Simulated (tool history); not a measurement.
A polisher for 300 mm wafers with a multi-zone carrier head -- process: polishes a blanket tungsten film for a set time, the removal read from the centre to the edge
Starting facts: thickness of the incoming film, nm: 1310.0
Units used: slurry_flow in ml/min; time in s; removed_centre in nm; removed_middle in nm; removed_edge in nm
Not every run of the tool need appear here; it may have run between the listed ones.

run,hour,slurry_flow,centre_zone,middle_zone,edge_zone,slurry_solids,time,removed_centre,removed_middle,removed_edge
1,0.0,225,1.00,1.00,1.00,1.00,51,394.51,385.42,383.02
2,1.7,180,1.00,1.00,1.00,1.00,51,387.24,369.39,372.87
3,8.2,195,0.98,1.01,1.04,1.10,53,399.18,400.11,410.24
4,14.8,195,0.98,1.01,1.04,1.10,42,316.24,313.97,321.31
5,16.1,210,0.98,1.03,1.07,1.20,46,350.24,355.89,370.22
6,21.3,210,0.98,0.99,1.07,1.20,46,358.82,356.07,370.73
7,28.4,230,0.98,1.01,1.08,1.25,48,379.18,388.12,390.80
8,35.3,230,0.97,1.02,1.10,1.30,51,399.86,413.63,430.33

What will run 9 give?
9,41.9,240,0.97,1.04,1.11,1.35,53,?,?,?

Run 9 came out at removed_centre 430.97 nm, removed_middle 437.78 nm, removed_edge 445.71 nm.

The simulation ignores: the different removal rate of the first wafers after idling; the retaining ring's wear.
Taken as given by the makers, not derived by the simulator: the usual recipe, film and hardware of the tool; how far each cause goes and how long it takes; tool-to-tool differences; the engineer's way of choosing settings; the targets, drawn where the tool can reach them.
